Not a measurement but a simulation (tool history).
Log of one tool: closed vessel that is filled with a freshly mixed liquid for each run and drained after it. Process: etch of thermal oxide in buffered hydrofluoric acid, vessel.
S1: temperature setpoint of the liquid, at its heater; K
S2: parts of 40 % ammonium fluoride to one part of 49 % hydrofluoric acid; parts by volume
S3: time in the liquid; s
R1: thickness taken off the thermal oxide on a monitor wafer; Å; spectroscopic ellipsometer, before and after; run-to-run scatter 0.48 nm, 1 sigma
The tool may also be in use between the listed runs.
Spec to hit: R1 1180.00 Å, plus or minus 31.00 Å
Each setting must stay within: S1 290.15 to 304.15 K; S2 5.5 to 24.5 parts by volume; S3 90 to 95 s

run 1 hour=0.0 | S1=296.15 S2=15.0 S3=90 | R1=605.73
run 2 hour=5.0 | S1=296.15 S2=13.0 S3=90 | R1=699.44
run 3 hour=12.8 | S1=294.15 S2=13.0 S3=90 | R1=629.60
run 4 hour=21.1 | S1=294.15 S2=13.0 S3=90 | R1=625.51
run 5 hour=23.4 | S1=291.15 S2=13.0 S3=90 | R1=526.29
run 6 hour=30.1 | S1=294.65 S2=12.5 S3=90 | R1=666.63
run 7 hour=32.3 | S1=297.15 S2=12.5 S3=90 | R1=768.93
run 8 hour=36.6 | S1=299.15 S2=12.5 S3=90 | R1=857.22
run 9 hour=41.9 | S1=300.65 S2=12.5 S3=90 | R1=929.65
run 10 hour=46.1 | S1=300.65 S2=12.5 S3=90 | R1=927.12
run 11 hour=51.9 | S1=301.65 S2=12.5 S3=90 | R1=983.66
run 12 hour=55.0 | S1=302.15 S2=12.5 S3=90 | R1=1002.70
run 13 hour=63.6 | S1=302.65 S2=12.5 S3=90 | R1=1033.10
run 14 hour=66.6 | S1=303.15 S2=12.5 S3=90 | R1=1060.90
run 15 hour=72.2 | S1=303.65 S2=12.5 S3=90 | R1=1077.10
run 16 hour=79.1 | S1=303.65 S2=12.0 S3=90 | R1=1128.60

Exactly one of the 4 candidate moves below puts every result within its allowed miss. Which one?
run A hour=86.0 | S1=303.15 S2=11.0 S3=95 | R1=?
run B hour=86.0 | S1=300.65 S2=9.5 S3=90 | R1=?
run C hour=86.0 | S1=301.15 S2=11.0 S3=95 | R1=?
run D hour=86.0 | S1=303.15 S2=10.5 S3=90 | R1=?

move=A R1=1265.60
move=B R1=1190.40
move=C R1=1138.80
move=D R1=1254.50
A: pushes the last run's worst result past its target
B: meets every target
C: better than the last run, though not everything is in spec
D: pushes the last run's worst result past its target
Move B is the one to make.

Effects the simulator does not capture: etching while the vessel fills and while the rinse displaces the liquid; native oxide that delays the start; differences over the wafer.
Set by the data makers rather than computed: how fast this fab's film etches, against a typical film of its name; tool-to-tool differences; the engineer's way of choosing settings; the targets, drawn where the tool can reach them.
